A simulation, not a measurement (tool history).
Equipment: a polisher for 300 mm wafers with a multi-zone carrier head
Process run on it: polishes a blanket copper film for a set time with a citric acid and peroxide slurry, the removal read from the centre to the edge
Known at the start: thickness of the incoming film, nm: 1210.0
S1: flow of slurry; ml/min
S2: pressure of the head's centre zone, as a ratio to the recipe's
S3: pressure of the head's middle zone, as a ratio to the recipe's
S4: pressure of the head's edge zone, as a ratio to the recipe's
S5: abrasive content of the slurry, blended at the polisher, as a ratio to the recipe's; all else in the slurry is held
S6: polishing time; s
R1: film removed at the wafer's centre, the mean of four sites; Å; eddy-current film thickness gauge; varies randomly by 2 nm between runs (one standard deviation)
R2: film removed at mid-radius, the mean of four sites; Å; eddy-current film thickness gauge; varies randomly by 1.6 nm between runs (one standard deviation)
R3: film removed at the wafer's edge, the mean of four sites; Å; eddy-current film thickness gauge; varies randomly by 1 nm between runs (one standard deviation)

| run | day | S1 | S2 | S3 | S4 | S5 | S6 | R1 | R2 | R3 |
|---|---|---|---|---|---|---|---|---|---|---|
| 1 | 0.000 | 150 | 1.00 | 1.00 | 1.00 | 1.00 | 89 | 2528.5 | 2623.9 | 2535.3 |
| 2 | 0.371 | 115 | 1.00 | 1.00 | 1.00 | 1.00 | 89 | 2427.8 | 2536.7 | 2454.4 |
| 3 | 0.625 | 115 | 1.00 | 1.00 | 1.00 | 1.00 | 106 | 2894.6 | 2979.2 | 2901.8 |
| 4 | 0.683 | 115 | 1.00 | 1.03 | 1.00 | 1.00 | 106 | 2904.2 | 3052.9 | 2927.1 |
| 5 | 0.846 | 115 | 1.01 | 1.01 | 0.97 | 0.90 | 99 | 2662.6 | 2724.6 | 2651.4 |
| 6 | 1.104 | 115 | 1.03 | 1.02 | 0.95 | 0.85 | 92 | 2471.9 | 2531.5 | 2371.9 |
| 7 | 1.150 | 115 | 1.04 | 1.01 | 0.93 | 0.80 | 88 | 2353.3 | 2397.4 | 2251.6 |
| 8 | 1.225 | 115 | 1.05 | 1.00 | 0.91 | 0.75 | 84 | 2236.9 | 2230.5 | 2111.5 |
| 9 | 1.533 | 115 | 1.06 | 1.00 | 0.90 | 0.70 | 81 | 2124.3 | 2143.7 | 1995.6 |
| 10 | 1.854 | 115 | 1.07 | 0.99 | 0.89 | 0.65 | 79 | 2075.8 | 2023.0 | 1908.3 |
| 11 | 1.933 | 115 | 1.07 | 0.99 | 0.88 | 0.60 | 78 | 2005.1 | 1989.9 | 1852.8 |

Run 12, settings as shown, results not yet in. Your forecast:
| 12 | 2.175 | 115 | 1.07 | 0.98 | 0.87 | 0.60 | 77 | ? | ? | ? |

Run 12 came out at R1 2014.9 Å, R2 1976.6 Å, R3 1825.8 Å.
